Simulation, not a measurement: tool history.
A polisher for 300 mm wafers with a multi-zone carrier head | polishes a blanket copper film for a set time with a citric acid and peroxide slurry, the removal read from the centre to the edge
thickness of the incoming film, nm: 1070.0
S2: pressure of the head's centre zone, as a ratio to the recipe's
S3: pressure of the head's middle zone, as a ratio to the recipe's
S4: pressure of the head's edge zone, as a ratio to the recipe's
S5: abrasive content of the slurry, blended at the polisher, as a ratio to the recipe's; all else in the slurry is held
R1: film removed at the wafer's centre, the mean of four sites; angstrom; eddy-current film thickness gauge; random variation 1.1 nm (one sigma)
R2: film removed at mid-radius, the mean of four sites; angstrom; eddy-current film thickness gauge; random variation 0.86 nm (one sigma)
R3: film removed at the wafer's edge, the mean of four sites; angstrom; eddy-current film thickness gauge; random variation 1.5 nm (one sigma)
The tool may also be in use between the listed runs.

Run 1, day 0: flow of slurry (ml/min) 290, S2 1, S3 1, S4 1, S5 1, polishing time (s) 81. Result: R1 2066.9 angstrom, R2 2143.7 angstrom, R3 2181.1 angstrom.
Run 2, day 0.358: flow of slurry (ml/min) 290, S2 1.01, S3 0.99, S4 0.98, S5 0.95, polishing time (s) 75. Result: R1 1905.6 angstrom, R2 1971.2 angstrom, R3 1969.3 angstrom.
Run 3, day 0.392: flow of slurry (ml/min) 290, S2 1.01, S3 0.99, S4 0.98, S5 0.95, polishing time (s) 84. Result: R1 2138.6 angstrom, R2 2197 angstrom, R3 2236.4 angstrom.
Run 4, day 0.633: flow of slurry (ml/min) 290, S2 1.02, S3 0.97, S4 0.96, S5 0.9, polishing time (s) 77. Result: R1 1908.1 angstrom, R2 1963.9 angstrom, R3 1987.3 angstrom.
Run 5, day 0.767: flow of slurry (ml/min) 290, S2 1.04, S3 0.95, S4 0.94, S5 0.85, polishing time (s) 72. Result: R1 1817.7 angstrom, R2 1795 angstrom, R3 1804.5 angstrom.
Run 6, day 0.867: flow of slurry (ml/min) 290, S2 1.04, S3 0.95, S4 0.94, S5 0.95, polishing time (s) 72. Result: R1 1864.5 angstrom, R2 1830.3 angstrom, R3 1831.8 angstrom.
Run 7, day 1: flow of slurry (ml/min) 290, S2 1.05, S3 0.93, S4 0.93, S5 0.9, polishing time (s) 68. Result: R1 1733.1 angstrom, R2 1657.7 angstrom, R3 1759.4 angstrom.
Run 8, day 1.267: flow of slurry (ml/min) 290, S2 1.06, S3 0.93, S4 0.91, S5 0.85, polishing time (s) 64. Result: R1 1625.3 angstrom, R2 1535.9 angstrom, R3 1611.8 angstrom.
Run 9, day 1.496: flow of slurry (ml/min) 290, S2 1.07, S3 0.91, S4 0.81, S5 0.6, polishing time (s) 42. Result: R1 967.95 angstrom, R2 911.15 angstrom, R3 916.47 angstrom.
Run 10, day 1.729: flow of slurry (ml/min) 295, S2 1.08, S3 0.92, S4 0.83, S5 0.6, polishing time (s) 42. Result: R1 1012.5 angstrom, R2 905.31 angstrom, R3 902.79 angstrom.
Run 11, day 2.104: flow of slurry (ml/min) 295, S2 1.07, S3 0.93, S4 0.85, S5 0.6, polishing time (s) 42. Result: R1 981.08 angstrom, R2 913.8 angstrom, R3 920.19 angstrom.
Run 12, day 2.396: flow of slurry (ml/min) 295, S2 1.08, S3 0.94, S4 0.87, S5 0.65, polishing time (s) 42. Result: R1 1009.6 angstrom, R2 943.13 angstrom, R3 973.58 angstrom.
At day 2.421: centre zone pressure recalibrated.
Run 13, day 2.421: flow of slurry (ml/min) 300, S2 1.09, S3 0.95, S4 0.87, S5 0.65, polishing time (s) 42. Result: R1 1100.6 angstrom, R2 953.38 angstrom, R3 947.01 angstrom.
Run 14, day 2.488: flow of slurry (ml/min) 300, S2 1.08, S3 0.96, S4 0.88, S5 0.65, polishing time (s) 42. Result: R1 1093 angstrom, R2 979.65 angstrom, R3 963.93 angstrom.
Run 15, day 2.758: flow of slurry (ml/min) 300, S2 1.08, S3 0.96, S4 0.88, S5 0.65, polishing time (s) 42. Result: R1 1081.8 angstrom, R2 961.35 angstrom, R3 964.29 angstrom.

Run 16 comes next. What will it give?
Run 16, day 3.017: flow of slurry (ml/min) 335, S2 1.09, S3 1.03, S4 0.98, S5 0.8, polishing time (s) 43. Result: R1 ?, R2 ?, R3 ?.

Run 16 gave R1 1222.4 angstrom, R2 1106.4 angstrom, R3 1133.9 angstrom.

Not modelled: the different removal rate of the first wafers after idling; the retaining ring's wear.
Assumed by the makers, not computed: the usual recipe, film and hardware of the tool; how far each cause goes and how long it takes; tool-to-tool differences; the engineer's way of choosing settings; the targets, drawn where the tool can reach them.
